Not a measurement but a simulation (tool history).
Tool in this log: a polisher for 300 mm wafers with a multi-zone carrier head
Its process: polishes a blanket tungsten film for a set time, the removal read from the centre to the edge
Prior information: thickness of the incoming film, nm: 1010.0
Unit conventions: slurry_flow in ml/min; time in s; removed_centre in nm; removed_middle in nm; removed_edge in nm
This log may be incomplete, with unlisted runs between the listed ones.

run,hour,slurry_flow,centre_zone,middle_zone,edge_zone,slurry_solids,time,removed_centre,removed_middle,removed_edge
1,0,195,1,1,1,1,66,306.36,319.1,310.47
2,8.3,195,1,1.03,1,1,66,308.94,328.68,309.63
3,15.1,180,0.97,1.02,0.96,0.95,66,291.02,319.13,299.15
4,15.8,170,0.95,1.02,0.93,0.9,66,277.56,310.35,289.42
5,21.7,160,0.94,1.02,0.91,0.9,66,269.5,304.26,280.12
6,29.3,160,0.97,1.02,0.91,0.9,66,280.1,306.44,283.95
7,36.1,150,0.96,1.03,0.9,0.9,66,270.25,307.56,278.85

The next listed run, before its measurement:
8,40.8,140,0.96,1.03,0.9,0.9,66,?,?,?

Logged for run 8: removed_centre 269.82 nm, removed_middle 300.27 nm, removed_edge 277.97 nm.
